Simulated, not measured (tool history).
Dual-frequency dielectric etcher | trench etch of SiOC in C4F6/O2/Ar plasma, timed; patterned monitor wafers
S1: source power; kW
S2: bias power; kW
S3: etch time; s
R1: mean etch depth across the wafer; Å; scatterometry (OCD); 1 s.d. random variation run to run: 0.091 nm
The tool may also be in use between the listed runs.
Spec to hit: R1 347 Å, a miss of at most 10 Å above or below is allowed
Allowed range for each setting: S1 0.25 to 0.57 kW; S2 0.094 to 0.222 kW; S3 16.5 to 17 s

run 1 hour=0 | S1=0.41 S2=0.158 S3=16.5 | R1=313.53
run 2 hour=2.8 | S1=0.42 S2=0.16 S3=16.5 | R1=319.24
run 3 hour=9.3 | S1=0.45 S2=0.16 S3=16.5 | R1=327.87
run 4 hour=13.2 | S1=0.46 S2=0.161 S3=16.5 | R1=333.91
run 5 hour=15.6 | S1=0.46 S2=0.162 S3=16.5 | R1=335.31
run 6 hour=18.8 | S1=0.46 S2=0.163 S3=16.5 | R1=335.21
run 7 hour=22.9 | S1=0.46 S2=0.164 S3=16.5 | R1=335.95
run 8 hour=31.8 | S1=0.46 S2=0.165 S3=16.5 | R1=336.57

Pick the move, out of 4, that brings all results within their allowed miss; only one does.
run A hour=40.7 | S1=0.45 S2=0.148 S3=16.5 | R1=?
run B hour=40.7 | S1=0.47 S2=0.145 S3=16.5 | R1=?
run C hour=40.7 | S1=0.46 S2=0.164 S3=17 | R1=?
run D hour=40.7 | S1=0.41 S2=0.151 S3=17 | R1=?

move=A R1=320.52
move=B R1=324.96
move=C R1=347.26
move=D R1=317.53
A: the biggest miss grows against the last run
B: the biggest miss grows against the last run
C: in spec on every target
D: the biggest miss grows against the last run
Move C is the one to make.
